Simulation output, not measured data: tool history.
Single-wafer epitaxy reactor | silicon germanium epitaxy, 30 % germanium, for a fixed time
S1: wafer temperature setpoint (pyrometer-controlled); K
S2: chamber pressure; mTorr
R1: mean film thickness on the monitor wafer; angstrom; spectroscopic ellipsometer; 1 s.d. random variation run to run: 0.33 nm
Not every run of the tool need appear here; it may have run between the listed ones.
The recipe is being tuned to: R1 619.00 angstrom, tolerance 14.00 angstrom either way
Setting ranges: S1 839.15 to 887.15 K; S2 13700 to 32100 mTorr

run 1 hour=0.0 | S1=863.15 S2=22900 | R1=559.68
run 2 hour=3.8 | S1=856.15 S2=22900 | R1=496.78
run 3 hour=6.2 | S1=859.15 S2=23000 | R1=524.56
run 4 hour=14.2 | S1=859.15 S2=20900 | R1=503.01
run 5 hour=17.1 | S1=859.15 S2=18000 | R1=472.10
run 6 hour=24.2 | S1=862.15 S2=18100 | R1=496.97
run 7 hour=27.5 | S1=865.15 S2=18200 | R1=525.31
run 8 hour=28.6 | S1=867.15 S2=18300 | R1=538.90
run 9 hour=32.6 | S1=869.15 S2=18400 | R1=556.69
run 10 hour=33.3 | S1=870.15 S2=18400 | R1=571.35
run 11 hour=39.6 | S1=871.15 S2=18400 | R1=572.48

Which of these 4 next moves meets every target?
run A hour=45.9 | S1=870.15 S2=17600 | R1=?
run B hour=45.9 | S1=869.15 S2=14900 | R1=?
run C hour=45.9 | S1=876.15 S2=18100 | R1=?
run D hour=45.9 | S1=870.15 S2=16200 | R1=?

move=A R1=555.88
move=B R1=506.05
move=C R1=620.26
move=D R1=534.94
A: its largest miss is bigger than the last run's
B: its largest miss is bigger than the last run's
C: each result inside its tolerance
D: its largest miss is bigger than the last run's
C is the move that brings every result within its allowed miss.

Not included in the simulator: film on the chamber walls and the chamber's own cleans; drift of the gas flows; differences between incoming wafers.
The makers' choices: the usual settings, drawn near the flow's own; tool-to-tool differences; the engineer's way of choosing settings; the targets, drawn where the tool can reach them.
